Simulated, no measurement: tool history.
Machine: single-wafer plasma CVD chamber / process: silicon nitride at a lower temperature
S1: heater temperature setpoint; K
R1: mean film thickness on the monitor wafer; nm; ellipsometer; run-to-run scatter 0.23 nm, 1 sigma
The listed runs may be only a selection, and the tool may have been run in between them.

{"run": 1, "day": 0.0, "S1": 618.15, "chamber pressure (mTorr)": 1430, "RF power (kW)": 0.39, "deposition time (s)": 25.3, "R1": 33.257}
{"run": 2, "day": 0.233, "S1": 618.15, "chamber pressure (mTorr)": 1540, "RF power (kW)": 0.4, "deposition time (s)": 25.3, "R1": 34.028}
{"run": 3, "day": 0.296, "S1": 618.15, "chamber pressure (mTorr)": 1580, "RF power (kW)": 0.42, "deposition time (s)": 25.4, "R1": 35.469}
{"run": 4, "day": 0.35, "S1": 618.15, "chamber pressure (mTorr)": 1580, "RF power (kW)": 0.42, "deposition time (s)": 25.3, "R1": 34.866}
{"run": 5, "day": 0.546, "S1": 618.15, "chamber pressure (mTorr)": 1460, "RF power (kW)": 0.42, "deposition time (s)": 25.3, "R1": 34.601}
{"run": 6, "day": 0.875, "S1": 618.15, "chamber pressure (mTorr)": 1640, "RF power (kW)": 0.42, "deposition time (s)": 25.3, "R1": 35.478}
{"run": 7, "day": 1.004, "S1": 618.15, "chamber pressure (mTorr)": 1690, "RF power (kW)": 0.43, "deposition time (s)": 25.4, "R1": 36.419}
{"run": 8, "day": 1.192, "S1": 618.15, "chamber pressure (mTorr)": 1730, "RF power (kW)": 0.435, "deposition time (s)": 25.4, "R1": 36.61}

Estimate the outcome of run 9 from the log above:
{"run": 9, "day": 1.488, "S1": 618.15, "chamber pressure (mTorr)": 1750, "RF power (kW)": 0.44, "deposition time (s)": 25.4, "R1": "?"}

{"run 9": {"R1": 36.984}}
